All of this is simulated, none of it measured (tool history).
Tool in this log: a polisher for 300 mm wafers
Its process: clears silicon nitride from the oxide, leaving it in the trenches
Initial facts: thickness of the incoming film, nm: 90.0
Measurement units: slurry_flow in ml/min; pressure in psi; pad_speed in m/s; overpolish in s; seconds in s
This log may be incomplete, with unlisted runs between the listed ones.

run  hour  slurry_flow  pressure  pad_speed  overpolish  seconds
  1     0          160       2.8        0.9          14   112.76
  2   3.9          160       2.8       0.68          14   147.35
  3  12.9          160       2.8        0.9          14   113.35
  4  19.8          160       2.8        0.8          14   125.83
  5  26.7          160       2.8        0.8          15   125.88
  6  31.1          160         3        0.8          15   116.56
  7  36.5          160       3.2        0.8          15   108.59

Run 8, settings as shown, results not yet in. Your forecast:
  8    45          160       3.3        0.8          15        ?

Logged for run 8: seconds 106.65 s.
